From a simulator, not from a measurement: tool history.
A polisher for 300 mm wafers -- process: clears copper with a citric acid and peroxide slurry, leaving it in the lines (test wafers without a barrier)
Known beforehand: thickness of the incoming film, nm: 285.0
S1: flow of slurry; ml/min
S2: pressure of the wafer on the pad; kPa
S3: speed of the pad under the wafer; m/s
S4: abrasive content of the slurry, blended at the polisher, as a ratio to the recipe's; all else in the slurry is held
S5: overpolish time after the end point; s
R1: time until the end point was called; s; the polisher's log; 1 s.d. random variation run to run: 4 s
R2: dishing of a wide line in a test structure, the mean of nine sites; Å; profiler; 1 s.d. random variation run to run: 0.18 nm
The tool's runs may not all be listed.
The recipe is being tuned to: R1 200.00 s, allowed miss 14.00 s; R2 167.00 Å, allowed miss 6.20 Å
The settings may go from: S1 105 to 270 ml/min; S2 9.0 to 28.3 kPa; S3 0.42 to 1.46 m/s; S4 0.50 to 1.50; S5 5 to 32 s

run 1 hour=0.0 | S1=175 S2=18.6 S3=0.94 S4=1.00 S5=16 | R1=173.50 R2=192.15
run 2 hour=8.7 | S1=170 S2=17.2 S3=0.94 S4=1.00 S5=16 | R1=181.21 R2=185.23
run 3 hour=15.5 | S1=170 S2=17.2 S3=1.10 S4=1.00 S5=16 | R1=160.18 R2=207.66
run 4 hour=23.6 | S1=170 S2=16.5 S3=1.10 S4=1.00 S5=16 | R1=160.36 R2=203.26
run 5 hour=27.5 | S1=170 S2=15.9 S3=1.10 S4=1.00 S5=16 | R1=162.17 R2=196.23
run 6 hour=33.8 | S1=170 S2=15.2 S3=1.10 S4=1.00 S5=16 | R1=182.17 R2=187.46
run 7 hour=40.9 | S1=170 S2=14.5 S3=1.10 S4=1.00 S5=16 | R1=183.63 R2=180.91
run 8 hour=47.8 | S1=155 S2=12.4 S3=1.10 S4=1.00 S5=16 | R1=212.71 R2=153.71
run 9 hour=56.2 | S1=160 S2=12.4 S3=1.10 S4=1.00 S5=16 | R1=211.00 R2=156.46
run 10 hour=57.0 | S1=165 S2=12.4 S3=1.10 S4=1.00 S5=16 | R1=214.60 R2=157.30

Of the 5 settings listed for the next run, only one would bring every result within its allowed miss of target. Which one?
run A hour=57.8 | S1=180 S2=16.5 S3=0.92 S4=0.75 S5=15 | R1=? R2=?
run B hour=57.8 | S1=155 S2=10.3 S3=1.06 S4=1.15 S5=17 | R1=? R2=?
run C hour=57.8 | S1=210 S2=13.8 S3=1.20 S4=1.00 S5=14 | R1=? R2=?
run D hour=57.8 | S1=150 S2=18.6 S3=0.86 S4=0.85 S5=16 | R1=? R2=?
run E hour=57.8 | S1=205 S2=14.5 S3=1.18 S4=0.90 S5=14 | R1=? R2=?

move=A R1=212.57 R2=149.44
move=B R1=245.25 R2=145.51
move=C R1=171.66 R2=170.72
move=D R1=201.53 R2=167.57
move=E R1=173.51 R2=169.20
A: moves away from the targets compared with the last run
B: moves away from the targets compared with the last run
C: brings the last run's worst result on target, with another outside its allowed miss
D: meets every target
E: brings the last run's worst result on target, with another outside its allowed miss
Answer: D
